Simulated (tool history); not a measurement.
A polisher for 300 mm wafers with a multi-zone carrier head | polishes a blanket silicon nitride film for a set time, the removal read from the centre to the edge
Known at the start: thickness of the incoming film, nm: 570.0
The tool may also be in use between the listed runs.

run,hour,flow of slurry (ml/min),pressure of the head's centre zone,pressure of the head's middle zone,pressure of the head's edge zone,polishing time (s),film removed at the wafer's centre (nm),film removed at mid-radius (nm),film removed at the wafer's edge (nm)
1,0.0,215,1.00,1.00,1.00,47,107.810,103.980,103.580
2,5.7,215,1.00,1.00,1.00,56,129.540,124.560,123.260
3,7.8,215,1.04,1.00,1.00,56,132.630,124.620,123.870
4,15.7,205,1.03,0.95,0.97,47,109.060,99.418,100.890
5,16.7,205,1.03,0.95,0.91,47,110.740,99.493,99.305
6,24.1,205,1.03,0.95,0.96,47,108.570,100.580,101.950
7,31.7,205,1.05,0.91,0.95,40,94.935,81.067,85.864
8,36.5,200,1.04,0.89,0.94,36,83.511,71.603,77.174
9,42.3,195,1.03,0.87,0.92,34,77.590,65.804,72.594
10,50.4,190,1.03,0.86,0.90,33,77.302,63.584,68.510
11,58.6,180,1.01,0.85,0.89,33,75.472,61.864,68.009
12,59.7,175,0.98,0.84,0.88,33,73.874,60.969,68.387

Run 13 comes next. What will it give?
13,61.2,170,0.97,0.84,0.86,32,?,?,?

Run 13 gave film removed at the wafer's centre (nm) 67.857, film removed at mid-radius (nm) 59.442, film removed at the wafer's edge (nm) 65.208.
